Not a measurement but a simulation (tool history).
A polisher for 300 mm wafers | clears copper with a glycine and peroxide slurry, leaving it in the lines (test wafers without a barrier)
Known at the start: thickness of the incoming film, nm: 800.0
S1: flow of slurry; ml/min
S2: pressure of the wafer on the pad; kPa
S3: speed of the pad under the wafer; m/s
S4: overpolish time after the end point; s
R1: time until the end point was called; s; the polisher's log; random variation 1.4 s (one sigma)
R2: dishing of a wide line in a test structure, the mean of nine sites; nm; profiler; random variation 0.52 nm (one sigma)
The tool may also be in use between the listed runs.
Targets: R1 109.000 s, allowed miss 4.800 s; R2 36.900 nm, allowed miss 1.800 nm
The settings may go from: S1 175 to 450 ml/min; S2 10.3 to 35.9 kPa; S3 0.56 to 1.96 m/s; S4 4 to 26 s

Run 1, day 0.000: S1 290 ml/min, S2 22.8 kPa, S3 1.26 m/s, S4 13 s. Result: R1 85.337 s, R2 58.921 nm.
Run 2, day 0.117: S1 290 ml/min, S2 21.4 kPa, S3 1.26 m/s, S4 12 s. Result: R1 88.503 s, R2 54.104 nm.
Run 3, day 0.250: S1 290 ml/min, S2 20.0 kPa, S3 1.26 m/s, S4 11 s. Result: R1 92.712 s, R2 49.524 nm.
Run 4, day 0.404: S1 290 ml/min, S2 23.4 kPa, S3 1.26 m/s, S4 11 s. Result: R1 82.377 s, R2 54.586 nm.
Run 5, day 0.650: S1 290 ml/min, S2 23.4 kPa, S3 1.56 m/s, S4 11 s. Result: R1 68.867 s, R2 60.936 nm.
Run 6, day 0.925: S1 290 ml/min, S2 21.4 kPa, S3 1.54 m/s, S4 10 s. Result: R1 75.519 s, R2 53.130 nm.
Run 7, day 1.054: S1 290 ml/min, S2 19.3 kPa, S3 1.54 m/s, S4 10 s. Result: R1 81.860 s, R2 50.250 nm.
At day 1.129: head pressure recalibrated.
Run 8, day 1.129: S1 290 ml/min, S2 17.9 kPa, S3 1.54 m/s, S4 10 s. Result: R1 90.856 s, R2 45.818 nm.
Run 9, day 1.267: S1 290 ml/min, S2 17.2 kPa, S3 1.54 m/s, S4 10 s. Result: R1 96.923 s, R2 44.938 nm.
Run 10, day 1.496: S1 290 ml/min, S2 16.5 kPa, S3 1.54 m/s, S4 10 s. Result: R1 99.658 s, R2 43.799 nm.
Run 11, day 1.812: S1 290 ml/min, S2 15.9 kPa, S3 1.54 m/s, S4 10 s. Result: R1 103.090 s, R2 42.395 nm.

Which of these 4 next moves meets every target?
Run A, day 2.129: S1 330 ml/min, S2 12.4 kPa, S3 1.50 m/s, S4 9 s. Result: R1 ?, R2 ?.
Run B, day 2.129: S1 330 ml/min, S2 15.2 kPa, S3 1.30 m/s, S4 12 s. Result: R1 ?, R2 ?.
Run C, day 2.129: S1 275 ml/min, S2 15.2 kPa, S3 1.50 m/s, S4 9 s. Result: R1 ?, R2 ?.
Run D, day 2.129: S1 270 ml/min, S2 15.2 kPa, S3 1.54 m/s, S4 13 s. Result: R1 ?, R2 ?.

move       R1      R2
   A  121.550  33.150
   B  117.970  42.582
   C  106.450  37.082
   D  104.290  48.564
A: takes the result that was furthest off past its target
B: as far off as the last run
C: meets every target
D: further off than the last run
The right move is C.
